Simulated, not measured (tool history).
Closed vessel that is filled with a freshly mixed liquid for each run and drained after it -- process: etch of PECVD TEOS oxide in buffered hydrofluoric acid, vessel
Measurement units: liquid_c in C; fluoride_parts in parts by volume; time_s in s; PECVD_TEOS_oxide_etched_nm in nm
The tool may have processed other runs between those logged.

| run | hour | liquid_c | fluoride_parts | time_s | PECVD_TEOS_oxide_etched_nm |
|---|---|---|---|---|---|
| 1 | 0.0 | 22.0 | 21.5 | 105 | 144.54 |
| 2 | 2.2 | 23.5 | 21.5 | 105 | 160.61 |
| 3 | 3.0 | 26.5 | 21.5 | 105 | 185.00 |
| 4 | 7.3 | 27.0 | 21.5 | 105 | 190.65 |
| 5 | 14.3 | 28.5 | 21.5 | 105 | 206.70 |
| 6 | 17.7 | 26.5 | 21.5 | 105 | 187.22 |
| 7 | 26.6 | 27.0 | 21.5 | 105 | 192.32 |
| 8 | 34.1 | 27.5 | 21.5 | 105 | 199.13 |

Estimate the outcome of run 9 from the log above:
| 9 | 41.2 | 28.0 | 21.5 | 105 | ? |

For run 9 the tool returned PECVD_TEOS_oxide_etched_nm 204.16 nm.
